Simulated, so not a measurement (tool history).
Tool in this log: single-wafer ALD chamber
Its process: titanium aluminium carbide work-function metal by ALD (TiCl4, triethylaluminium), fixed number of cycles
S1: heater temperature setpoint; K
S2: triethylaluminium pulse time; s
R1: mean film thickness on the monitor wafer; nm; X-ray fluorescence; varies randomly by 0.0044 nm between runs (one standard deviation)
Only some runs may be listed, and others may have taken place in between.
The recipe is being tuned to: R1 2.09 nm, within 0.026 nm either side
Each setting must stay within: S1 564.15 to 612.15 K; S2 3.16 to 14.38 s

{"run": 1, "hour": 0.0, "S1": 588.15, "S2": 8.77, "R1": 1.943}
{"run": 2, "hour": 0.6, "S1": 582.15, "S2": 8.77, "R1": 1.8976}
{"run": 3, "hour": 3.7, "S1": 576.15, "S2": 8.77, "R1": 1.8464}
{"run": 4, "hour": 4.2, "S1": 584.15, "S2": 8.77, "R1": 1.905}
{"run": 5, "hour": 11.9, "S1": 589.15, "S2": 8.98, "R1": 1.96}
{"run": 6, "hour": 13.0, "S1": 592.15, "S2": 9.11, "R1": 1.9763}
{"run": 7, "hour": 20.1, "S1": 595.15, "S2": 9.27, "R1": 2.0002}
{"run": 8, "hour": 23.0, "S1": 598.15, "S2": 9.41, "R1": 2.0416}
{"run": 9, "hour": 24.5, "S1": 599.15, "S2": 9.46, "R1": 2.0435}
{"run": 10, "hour": 32.1, "S1": 600.15, "S2": 9.52, "R1": 2.0493}
{"run": 11, "hour": 38.6, "S1": 601.15, "S2": 9.58, "R1": 2.0645}

4 candidate next runs follow, results not yet known. Just one meets every target within its allowed miss. Identify it.
{"run": "A", "hour": 45.1, "S1": 597.15, "S2": 8.05, "R1": "?"}
{"run": "B", "hour": 45.1, "S1": 606.15, "S2": 7.83, "R1": "?"}
{"run": "C", "hour": 45.1, "S1": 599.15, "S2": 11.14, "R1": "?"}
{"run": "D", "hour": 45.1, "S1": 596.15, "S2": 9.92, "R1": "?"}

move=A R1=1.975
move=B R1=2.0253
move=C R1=2.0855
move=D R1=2.0388
A: lands further from the targets than the last run did
B: lands further from the targets than the last run did
C: each result inside its tolerance
D: lands further from the targets than the last run did
Go with C: it meets all targets.
